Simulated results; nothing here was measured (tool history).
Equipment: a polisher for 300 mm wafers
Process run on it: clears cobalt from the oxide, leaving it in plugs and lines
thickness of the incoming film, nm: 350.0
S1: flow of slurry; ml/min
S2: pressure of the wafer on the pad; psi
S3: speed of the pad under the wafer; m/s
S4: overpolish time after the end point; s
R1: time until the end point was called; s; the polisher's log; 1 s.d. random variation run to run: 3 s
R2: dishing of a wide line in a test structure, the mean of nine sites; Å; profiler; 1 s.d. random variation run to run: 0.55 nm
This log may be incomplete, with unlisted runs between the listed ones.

| run | hour | S1 | S2 | S3 | S4 | R1 | R2 |
|---|---|---|---|---|---|---|---|
| 1 | 0 | 125 | 1.2 | 1.26 | 22 | 73.595 | 428.41 |
| 2 | 4.8 | 125 | 1.1 | 1.18 | 21 | 84.792 | 402.79 |
| 3 | 8.3 | 125 | 1.2 | 1.18 | 21 | 78.187 | 411.98 |
| 4 | 12.1 | 125 | 1.2 | 1.34 | 21 | 68.853 | 420.29 |
| 5 | 18.3 | 125 | 1.2 | 1.34 | 30 | 67.737 | 472.16 |
| 6 | 27 | 120 | 1.1 | 1.26 | 27 | 80.572 | 457.39 |
| 7 | 29.1 | 130 | 1 | 1.16 | 24 | 95.625 | 399.85 |
| 8 | 35.4 | 135 | 0.9 | 1.1 | 22 | 107.21 | 359.05 |
| 9 | 44.3 | 135 | 0.9 | 1.04 | 20 | 113.14 | 316.52 |
| 10 | 46.5 | 135 | 0.9 | 1 | 20 | 119.17 | 316.22 |
| 11 | 52.5 | 135 | 0.9 | 0.96 | 20 | 126.06 | 319.85 |
| 12 | 53.7 | 135 | 0.9 | 0.94 | 19 | 128.43 | 304.67 |
| 13 | 57.4 | 135 | 0.9 | 0.92 | 19 | 129.65 | 298.2 |
| 14 | 63.4 | 135 | 0.9 | 0.9 | 19 | 134.22 | 291.01 |
| 15 | 70.1 | 125 | 0.6 | 0.72 | 16 | 244.72 | 162.22 |

What will run 16 give?
| 16 | 76.6 | 155 | 0.7 | 0.7 | 26 | ? | ? |

{"run 16": {"R1": 208.11, "R2": 267.35}}
